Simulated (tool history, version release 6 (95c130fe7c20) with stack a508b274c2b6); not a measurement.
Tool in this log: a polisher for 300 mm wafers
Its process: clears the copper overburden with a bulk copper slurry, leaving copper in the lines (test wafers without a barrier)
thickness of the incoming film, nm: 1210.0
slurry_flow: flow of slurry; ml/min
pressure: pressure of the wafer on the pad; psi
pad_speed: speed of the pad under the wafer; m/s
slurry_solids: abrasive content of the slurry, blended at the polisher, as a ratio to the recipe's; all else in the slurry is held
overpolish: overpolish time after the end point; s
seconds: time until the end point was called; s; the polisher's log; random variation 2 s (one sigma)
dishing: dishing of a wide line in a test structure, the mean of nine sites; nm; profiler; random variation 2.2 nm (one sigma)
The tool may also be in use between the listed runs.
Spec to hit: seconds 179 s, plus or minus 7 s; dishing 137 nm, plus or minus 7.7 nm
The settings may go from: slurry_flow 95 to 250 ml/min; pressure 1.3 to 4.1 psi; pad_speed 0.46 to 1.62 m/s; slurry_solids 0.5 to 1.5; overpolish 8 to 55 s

run,hour,slurry_flow,pressure,pad_speed,slurry_solids,overpolish,seconds,dishing
1,0,160,2.7,1.04,1,28,135.71,117.36
2,2.6,160,3,1.04,1,28,122.3,120.13
3,4.7,160,3,1.04,1.2,28,119.15,124.26
4,13.4,160,2.6,1.04,1.2,33,134.13,121.59
5,16.6,150,2.4,1.02,1.15,40,153.58,122.67
6,22.8,150,2.4,1.02,1.15,28,153.26,105.11
7,26.4,140,2.3,1.02,1.15,37,161.12,114.24
8,27.5,135,2.3,1.02,1.15,43,164.06,122.88
9,36.2,130,2.3,1.02,1.15,47,161.46,125.55
10,44,145,2.2,1.02,1.15,50,163.38,122.95
11,46.5,130,2.2,1,1.2,52,166.86,128.78
12,54,120,2.3,0.96,1.2,53,172.7,129.64

Which of these 4 next moves meets every target?
A,61.5,120,2.3,1.02,1.45,53,?,?
B,61.5,105,2.7,0.82,1.25,55,?,?
C,61.5,100,2.6,0.86,1.05,43,?,?
D,61.5,170,2.7,0.76,1.15,39,?,?

move,seconds,dishing
A,154.44,133.01
B,174.05,134.9
C,181.18,119.51
D,172.79,117.6
A: puts the biggest miss on target and leaves a different result outside tolerance
B: every result lands within tolerance
C: further off than the last run
D: further off than the last run
The move that meets every target is B.

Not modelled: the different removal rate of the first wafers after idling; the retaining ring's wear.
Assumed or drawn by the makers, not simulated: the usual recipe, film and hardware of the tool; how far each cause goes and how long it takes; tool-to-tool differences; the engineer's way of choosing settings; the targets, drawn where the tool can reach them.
